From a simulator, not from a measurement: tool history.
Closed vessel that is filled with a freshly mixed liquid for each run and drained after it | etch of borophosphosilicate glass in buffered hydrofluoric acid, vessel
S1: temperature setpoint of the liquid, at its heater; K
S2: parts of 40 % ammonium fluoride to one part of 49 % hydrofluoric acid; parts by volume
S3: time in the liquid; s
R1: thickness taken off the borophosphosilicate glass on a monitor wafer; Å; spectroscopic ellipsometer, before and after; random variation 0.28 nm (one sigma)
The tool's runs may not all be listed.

{"run": 1, "day": 0.0, "S1": 294.15, "S2": 20, "S3": 90, "R1": 518.34}
{"run": 2, "day": 0.188, "S1": 294.15, "S2": 20, "S3": 90, "R1": 517.26}
{"run": 3, "day": 0.367, "S1": 295.15, "S2": 20, "S3": 90, "R1": 546.04}
{"run": 4, "day": 0.45, "S1": 296.15, "S2": 20, "S3": 90, "R1": 575.8}
{"run": 5, "day": 0.762, "S1": 296.15, "S2": 20, "S3": 95, "R1": 612.13}
{"run": 6, "day": 0.904, "S1": 297.15, "S2": 20, "S3": 95, "R1": 645.85}
{"run": 7, "day": 1.004, "S1": 297.15, "S2": 20, "S3": 95, "R1": 646.56}
{"run": 8, "day": 1.142, "S1": 297.65, "S2": 20, "S3": 95, "R1": 660.54}

Run 9 comes next. What will it give?
{"run": 9, "day": 1.404, "S1": 298.15, "S2": 20, "S3": 95, "R1": "?"}

Run 9 gave R1 678.41 Å.

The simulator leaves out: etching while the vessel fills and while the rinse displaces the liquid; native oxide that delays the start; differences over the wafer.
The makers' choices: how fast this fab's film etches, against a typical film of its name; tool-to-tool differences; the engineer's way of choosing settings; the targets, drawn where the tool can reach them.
